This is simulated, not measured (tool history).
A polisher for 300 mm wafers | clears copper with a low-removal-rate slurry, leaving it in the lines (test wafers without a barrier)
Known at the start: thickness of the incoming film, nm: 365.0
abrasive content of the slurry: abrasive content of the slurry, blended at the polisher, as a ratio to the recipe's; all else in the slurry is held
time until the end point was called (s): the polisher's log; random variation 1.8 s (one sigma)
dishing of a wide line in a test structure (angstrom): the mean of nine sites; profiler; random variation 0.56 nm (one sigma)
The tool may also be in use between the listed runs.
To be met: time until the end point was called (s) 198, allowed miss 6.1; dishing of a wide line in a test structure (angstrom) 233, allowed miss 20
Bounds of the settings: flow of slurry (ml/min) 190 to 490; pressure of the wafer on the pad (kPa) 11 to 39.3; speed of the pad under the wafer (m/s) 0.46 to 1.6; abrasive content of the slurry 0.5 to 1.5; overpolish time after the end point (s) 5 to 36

| run | hour | flow of slurry (ml/min) | pressure of the wafer on the pad (kPa) | speed of the pad under the wafer (m/s) | abrasive content of the slurry | overpolish time after the end point (s) | time until the end point was called (s) | dishing of a wide line in a test structure (angstrom) |
|---|---|---|---|---|---|---|---|---|
| 1 | 0 | 315 | 24.8 | 1.02 | 1 | 18 | 92.789 | 481.67 |
| 2 | 7.5 | 315 | 24.8 | 1.02 | 1 | 11 | 94.25 | 317.34 |
| 3 | 10.3 | 315 | 20 | 1.02 | 1 | 11 | 117.36 | 253.85 |
| 4 | 16 | 315 | 17.9 | 0.98 | 1 | 13 | 132.51 | 266.55 |
| 5 | 17.6 | 315 | 16.5 | 0.96 | 1 | 14 | 145.13 | 264.3 |
| 6 | 22.4 | 365 | 16.5 | 0.96 | 1 | 14 | 144.63 | 260.17 |
| 7 | 24 | 365 | 15.2 | 0.94 | 1 | 15 | 157.73 | 264.57 |
| 8 | 33 | 365 | 14.5 | 0.94 | 1 | 15 | 163.66 | 244.47 |
| 9 | 39.2 | 365 | 13.8 | 0.94 | 1 | 15 | 171.02 | 224.3 |
| 10 | 43.4 | 365 | 13.1 | 0.94 | 1 | 16 | 183.6 | 241.69 |
| 11 | 51.1 | 365 | 12.4 | 0.94 | 1 | 16 | 192.22 | 232.15 |

4 next moves are on the table. One of them brings every result within its allowed miss. Which?
| A | 58.8 | 345 | 16.5 | 0.58 | 1.1 | 17 | ? | ? |
| B | 58.8 | 320 | 11.7 | 1.1 | 1.1 | 18 | ? | ? |
| C | 58.8 | 370 | 13.1 | 0.9 | 1.05 | 18 | ? | ? |
| D | 58.8 | 370 | 13.1 | 0.9 | 1 | 18 | ? | ? |

| move | time until the end point was called (s) | dishing of a wide line in a test structure (angstrom) |
|---|---|---|
| A | 194.01 | 230.11 |
| B | 178.7 | 256.75 |
| C | 184.69 | 250.7 |
| D | 186.14 | 248.99 |
A: meets every target
B: further off than the last run
C: further off than the last run
D: further off than the last run
Answer: A
